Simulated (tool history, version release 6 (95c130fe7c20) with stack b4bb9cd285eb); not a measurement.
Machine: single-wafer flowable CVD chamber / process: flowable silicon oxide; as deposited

run,hour,heater temperature setpoint (°C),chamber pressure (Torr),RF power (kW),deposition time (s),mean film thickness on the monitor wafer (angstrom)
1,0.0,105,1.05,2.500,308,2301.8
2,5.0,114,1.05,2.500,308,1786.1
3,11.3,112,1.05,2.500,308,1889.0
4,16.3,112,1.05,2.295,308,1873.5
5,21.4,112,1.05,2.565,308,1897.7
6,28.1,112,1.05,2.565,308,1896.9
7,33.1,110,1.05,2.565,308,1991.5
8,40.5,110,1.05,2.565,308,1996.8

Run 9 comes next. What will it give?
9,46.0,108,1.05,2.565,308,?

Run 9 gave mean film thickness on the monitor wafer (angstrom) 2113.6.
